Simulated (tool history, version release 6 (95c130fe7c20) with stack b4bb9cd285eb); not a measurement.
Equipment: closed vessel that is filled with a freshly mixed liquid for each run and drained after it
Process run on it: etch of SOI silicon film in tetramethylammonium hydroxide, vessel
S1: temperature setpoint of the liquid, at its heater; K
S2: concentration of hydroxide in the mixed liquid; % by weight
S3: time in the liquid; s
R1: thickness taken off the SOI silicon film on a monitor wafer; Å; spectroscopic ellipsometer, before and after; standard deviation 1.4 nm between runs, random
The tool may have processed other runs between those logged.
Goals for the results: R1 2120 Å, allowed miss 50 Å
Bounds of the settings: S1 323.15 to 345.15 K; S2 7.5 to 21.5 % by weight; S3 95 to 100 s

run	hour	S1	S2	S3	R1
1	0	332.15	14.5	95	3081.1
2	6.1	330.65	14.5	95	2797.9
3	14.4	330.65	14.5	100	2904.8
4	22.9	329.15	14.5	100	2640.8
5	30.6	326.65	14.5	100	2303.6
6	35.1	330.15	14.5	100	2836.2
7	37.5	328.65	14.5	100	2591.8
8	42.1	324.65	14.5	100	1992.9
9	48.4	325.15	14.5	100	2056

Pick the move, out of 4, that brings all results within their allowed miss; only one does.
A	54.7	324.65	14.5	100	?
B	54.7	327.15	16	95	?
C	54.7	323.65	12.5	100	?
D	54.7	325.15	13.5	95	?

move	R1
A	1996.1
B	2146.5
C	2006.2
D	2032.3
A: the biggest miss grows against the last run
B: every result lands within tolerance
C: the biggest miss grows against the last run
D: the biggest miss grows against the last run
Correct choice: B, which meets every target

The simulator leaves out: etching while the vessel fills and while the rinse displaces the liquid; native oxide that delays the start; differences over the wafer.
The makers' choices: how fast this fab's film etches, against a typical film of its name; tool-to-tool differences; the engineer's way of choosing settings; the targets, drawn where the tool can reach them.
